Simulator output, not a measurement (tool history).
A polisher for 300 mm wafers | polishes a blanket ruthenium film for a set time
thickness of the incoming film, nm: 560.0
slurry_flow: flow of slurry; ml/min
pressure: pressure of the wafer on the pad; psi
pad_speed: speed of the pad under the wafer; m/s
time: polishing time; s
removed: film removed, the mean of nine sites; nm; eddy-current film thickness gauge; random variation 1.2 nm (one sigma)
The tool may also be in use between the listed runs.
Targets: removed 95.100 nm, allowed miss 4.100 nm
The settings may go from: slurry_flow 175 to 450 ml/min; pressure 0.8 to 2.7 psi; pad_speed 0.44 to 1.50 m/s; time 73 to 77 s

run,hour,slurry_flow,pressure,pad_speed,time,removed
1,0.0,290,1.7,0.96,73,73.853
2,7.5,290,1.3,0.96,73,55.866
3,12.7,290,1.4,0.96,73,60.219
4,18.4,220,1.4,0.96,73,59.288
5,25.4,220,1.4,0.96,77,61.604
6,30.3,175,1.4,0.96,77,60.283
7,34.0,175,1.4,0.96,77,60.185
8,35.3,180,1.5,0.96,77,64.727
9,40.5,180,1.6,0.96,77,69.096
10,41.2,180,1.7,0.96,77,73.476
11,49.0,180,1.7,0.96,77,72.644
12,52.6,185,1.8,0.96,77,78.544
13,53.9,190,1.8,0.96,77,76.365
14,59.2,190,1.9,0.96,77,82.106
15,61.7,200,2.0,0.96,77,88.608

Which of these 5 next moves meets every target?
A,64.2,290,1.7,1.14,74,?
B,64.2,235,2.2,0.98,76,?
C,64.2,230,2.1,0.92,76,?
D,64.2,215,2.2,0.88,76,?
E,64.2,200,2.2,0.78,77,?

move,removed
A,82.360
B,96.309
C,88.065
D,89.002
E,82.967
A: further off than the last run
B: meets every target
C: further off than the last run
D: nearer than the last run, and not there yet
E: further off than the last run
The right move is B.

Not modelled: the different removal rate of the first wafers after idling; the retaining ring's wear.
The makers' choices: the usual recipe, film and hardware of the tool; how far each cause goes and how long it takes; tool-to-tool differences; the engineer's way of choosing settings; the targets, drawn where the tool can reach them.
